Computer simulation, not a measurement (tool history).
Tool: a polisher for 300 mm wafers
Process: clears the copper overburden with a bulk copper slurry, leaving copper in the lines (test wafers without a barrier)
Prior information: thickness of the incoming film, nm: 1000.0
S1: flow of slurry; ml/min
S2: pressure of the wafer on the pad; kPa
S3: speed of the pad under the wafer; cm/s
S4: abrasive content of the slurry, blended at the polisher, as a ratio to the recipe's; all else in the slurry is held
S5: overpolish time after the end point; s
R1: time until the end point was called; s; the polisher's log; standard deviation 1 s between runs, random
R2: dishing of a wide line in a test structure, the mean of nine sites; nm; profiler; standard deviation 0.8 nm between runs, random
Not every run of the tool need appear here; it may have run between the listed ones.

Run 1, hour 0: S1 290 ml/min, S2 20.7 kPa, S3 96 cm/s, S4 1, S5 28 s. Result: R1 138.65 s, R2 54.597 nm.
Run 2, hour 1.9: S1 225 ml/min, S2 20.7 kPa, S3 96 cm/s, S4 1, S5 28 s. Result: R1 140.29 s, R2 56.52 nm.
Run 3, hour 3.3: S1 225 ml/min, S2 17.9 kPa, S3 96 cm/s, S4 1, S5 28 s. Result: R1 159.73 s, R2 55.675 nm.
Run 4, hour 6.8: S1 275 ml/min, S2 19.3 kPa, S3 96 cm/s, S4 1, S5 24 s. Result: R1 148.48 s, R2 55.182 nm.
Run 5, hour 11.5: S1 275 ml/min, S2 19.3 kPa, S3 110 cm/s, S4 1, S5 24 s. Result: R1 134.85 s, R2 53.554 nm.
Run 6, hour 16.5: S1 325 ml/min, S2 19.3 kPa, S3 110 cm/s, S4 1, S5 24 s. Result: R1 133.76 s, R2 56.246 nm.
Run 7, hour 17.4: S1 290 ml/min, S2 20.7 kPa, S3 108 cm/s, S4 0.95, S5 21 s. Result: R1 127.59 s, R2 54.839 nm.
Run 8, hour 20.5: S1 280 ml/min, S2 20.7 kPa, S3 108 cm/s, S4 1.05, S5 18 s. Result: R1 126.6 s, R2 51.311 nm.
Run 9, hour 27.1: S1 275 ml/min, S2 20.7 kPa, S3 108 cm/s, S4 1.1, S5 16 s. Result: R1 125.78 s, R2 49.239 nm.
Run 10, hour 28.5: S1 275 ml/min, S2 20.7 kPa, S3 108 cm/s, S4 1.15, S5 14 s. Result: R1 122.29 s, R2 47.331 nm.

Forecast run 11:
Run 11, hour 31: S1 265 ml/min, S2 20 kPa, S3 110 cm/s, S4 1.3, S5 8 s. Result: R1 ?, R2 ?.

{"run 11": {"R1": 121.54, "R2": 34.686}}
